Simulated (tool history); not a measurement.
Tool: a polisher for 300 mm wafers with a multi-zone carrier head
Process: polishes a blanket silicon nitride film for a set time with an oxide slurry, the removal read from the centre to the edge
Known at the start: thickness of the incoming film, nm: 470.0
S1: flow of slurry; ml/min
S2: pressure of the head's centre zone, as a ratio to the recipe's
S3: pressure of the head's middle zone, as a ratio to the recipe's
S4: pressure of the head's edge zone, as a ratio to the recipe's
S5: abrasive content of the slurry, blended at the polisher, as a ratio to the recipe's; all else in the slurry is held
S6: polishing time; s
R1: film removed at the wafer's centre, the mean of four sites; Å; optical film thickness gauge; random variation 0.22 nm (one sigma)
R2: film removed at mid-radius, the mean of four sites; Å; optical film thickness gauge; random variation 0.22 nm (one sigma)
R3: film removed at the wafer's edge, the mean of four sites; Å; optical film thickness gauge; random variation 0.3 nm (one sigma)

{"run": 1, "day": 0.0, "S1": 185, "S2": 1, "S3": 1, "S4": 1, "S5": 1, "S6": 74, "R1": 320.4, "R2": 314.48, "R3": 313.54}
{"run": 2, "day": 0.142, "S1": 185, "S2": 1, "S3": 1, "S4": 1, "S5": 1.2, "S6": 74, "R1": 342.71, "R2": 340.43, "R3": 345.95}
{"run": 3, "day": 0.208, "S1": 185, "S2": 1.01, "S3": 0.99, "S4": 0.99, "S5": 1.2, "S6": 74, "R1": 348.35, "R2": 332.83, "R3": 341.39}
{"run": 4, "day": 0.396, "S1": 185, "S2": 1.02, "S3": 0.98, "S4": 0.98, "S5": 1.2, "S6": 74, "R1": 352.27, "R2": 331.69, "R3": 346.56}
{"run": 5, "day": 0.538, "S1": 185, "S2": 1.02, "S3": 0.98, "S4": 1.06, "S5": 1.2, "S6": 74, "R1": 355.7, "R2": 329.16, "R3": 350.53}
{"run": 6, "day": 0.667, "S1": 205, "S2": 1.02, "S3": 0.98, "S4": 1.06, "S5": 1.2, "S6": 74, "R1": 357.46, "R2": 335.07, "R3": 353.84}
{"run": 7, "day": 0.883, "S1": 200, "S2": 1.03, "S3": 0.98, "S4": 1.04, "S5": 1.2, "S6": 74, "R1": 362.86, "R2": 331.96, "R3": 350.8}

Run 8 comes next. What will it give?
{"run": 8, "day": 1.25, "S1": 195, "S2": 1.04, "S3": 0.98, "S4": 1.02, "S5": 1.2, "S6": 74, "R1": "?", "R2": "?", "R3": "?"}

R1: 364.92 Å
R2: 333.85 Å
R3: 341.19 Å
